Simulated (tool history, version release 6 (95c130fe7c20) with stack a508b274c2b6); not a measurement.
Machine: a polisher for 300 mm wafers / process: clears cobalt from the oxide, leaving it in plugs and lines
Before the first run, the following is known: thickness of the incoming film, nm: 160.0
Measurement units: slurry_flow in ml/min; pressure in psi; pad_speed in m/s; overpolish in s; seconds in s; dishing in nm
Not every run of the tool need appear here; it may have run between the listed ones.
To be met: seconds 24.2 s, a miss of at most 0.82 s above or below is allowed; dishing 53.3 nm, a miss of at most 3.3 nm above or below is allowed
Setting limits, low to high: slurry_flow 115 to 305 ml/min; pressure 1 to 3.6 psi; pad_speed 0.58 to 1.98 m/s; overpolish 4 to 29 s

run	hour	slurry_flow	pressure	pad_speed	overpolish	seconds	dishing
1	0	195	2.3	1.28	15	20.671	51.716
2	5.5	195	2.3	1.04	15	25.418	46.144
3	11.1	165	2.3	1.04	15	25.475	46.899
4	12.4	165	2.3	1.04	16	25.251	45.764
5	16.3	165	2.3	1.04	13	26.021	42.163
6	19.4	200	2.3	1.04	13	25.365	43.659
7	26.4	200	2.3	1.04	15	24.681	45.639
8	30.6	195	2.3	1.04	17	24.894	48.703

Next run, 4 choices. One meets every target within its allowed miss, the rest don't. Which?
A	34.8	175	2.7	0.96	15	?	?
B	34.8	235	2.6	0.84	23	?	?
C	34.8	200	2.3	1.12	12	?	?
D	34.8	195	2.1	1.18	22	?	?

move	seconds	dishing
A	23.436	47.666
B	26.609	53.176
C	23.182	43.211
D	24.152	53.922
A: moves away from the targets compared with the last run
B: the worst result of the last run now meets its target, but another is out of spec
C: moves away from the targets compared with the last run
D: all results in spec
So the answer is move D, the one that meets all the targets.
